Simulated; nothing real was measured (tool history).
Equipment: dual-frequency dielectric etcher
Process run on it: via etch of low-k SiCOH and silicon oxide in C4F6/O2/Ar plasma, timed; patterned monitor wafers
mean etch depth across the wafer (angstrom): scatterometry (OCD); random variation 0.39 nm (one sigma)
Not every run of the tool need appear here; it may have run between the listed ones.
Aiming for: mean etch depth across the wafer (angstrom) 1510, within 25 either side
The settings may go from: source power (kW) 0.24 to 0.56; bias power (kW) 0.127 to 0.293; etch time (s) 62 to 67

run	hour	source power (kW)	bias power (kW)	etch time (s)	mean etch depth across the wafer (angstrom)
1	0	0.4	0.21	67	2005
2	3.9	0.4	0.21	62	1850.6
3	10.7	0.4	0.21	62	1851.8
4	13.2	0.4	0.21	67	1989.3
5	16.7	0.38	0.197	66.5	1877.1
6	24	0.43	0.197	66.5	1976.4
7	26.5	0.4	0.188	66.5	1876.8
8	34.1	0.38	0.183	66.5	1811.2
9	34.8	0.36	0.18	66.5	1750.4

Which of these 5 next moves meets every target?
A	35.5	0.35	0.18	64	?
B	35.5	0.5	0.127	62	?
C	35.5	0.38	0.246	64	?
D	35.5	0.35	0.159	67	?
E	35.5	0.27	0.186	65.5	?

move	mean etch depth across the wafer (angstrom)
A	1658.2
B	1586.4
C	2005.6
D	1629.2
E	1517.9
A: moves toward the targets from the last run without getting all of them in spec
B: moves toward the targets from the last run without getting all of them in spec
C: moves away from the targets compared with the last run
D: moves toward the targets from the last run without getting all of them in spec
E: meets every target
So the answer is move E, the one that meets all the targets.

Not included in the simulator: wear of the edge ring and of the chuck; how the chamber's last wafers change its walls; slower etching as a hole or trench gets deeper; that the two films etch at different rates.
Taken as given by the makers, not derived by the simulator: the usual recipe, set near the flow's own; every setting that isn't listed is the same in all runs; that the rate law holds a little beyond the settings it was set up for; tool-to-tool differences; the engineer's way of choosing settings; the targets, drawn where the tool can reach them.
